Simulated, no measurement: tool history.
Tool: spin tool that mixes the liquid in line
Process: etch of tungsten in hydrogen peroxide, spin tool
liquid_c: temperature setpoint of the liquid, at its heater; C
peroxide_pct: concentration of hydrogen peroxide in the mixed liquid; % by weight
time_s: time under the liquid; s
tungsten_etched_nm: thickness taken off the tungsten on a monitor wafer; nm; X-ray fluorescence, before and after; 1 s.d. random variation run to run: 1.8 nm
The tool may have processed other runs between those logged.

| run | hour | liquid_c | peroxide_pct | time_s | tungsten_etched_nm |
|---|---|---|---|---|---|
| 1 | 0.0 | 46.0 | 18.5 | 55 | 106.060 |
| 2 | 8.7 | 46.0 | 15.0 | 55 | 92.576 |
| 3 | 16.9 | 48.0 | 15.0 | 55 | 107.830 |
| 4 | 24.4 | 48.0 | 15.0 | 60 | 114.030 |
| 5 | 29.6 | 48.0 | 13.5 | 60 | 109.410 |
| 6 | 31.9 | 48.0 | 15.5 | 60 | 117.290 |
| 7 | 39.1 | 49.5 | 15.5 | 60 | 130.400 |
| 8 | 43.8 | 50.5 | 15.5 | 60 | 140.140 |
| 9 | 52.7 | 51.5 | 15.5 | 60 | 147.120 |
| 10 | 58.3 | 52.5 | 15.5 | 60 | 154.400 |
| 11 | 66.9 | 53.5 | 15.5 | 60 | 165.700 |
| 12 | 70.2 | 54.0 | 15.5 | 60 | 170.810 |
| 13 | 75.6 | 54.5 | 15.5 | 60 | 175.610 |
| 14 | 79.3 | 55.0 | 15.5 | 60 | 181.340 |
| 15 | 84.2 | 55.5 | 15.5 | 60 | 185.990 |
| 16 | 85.2 | 56.0 | 15.5 | 60 | 192.540 |

Forecast run 17:
| 17 | 90.0 | 56.5 | 15.5 | 60 | ? |

Run 17 came out at tungsten_etched_nm 197.940 nm.
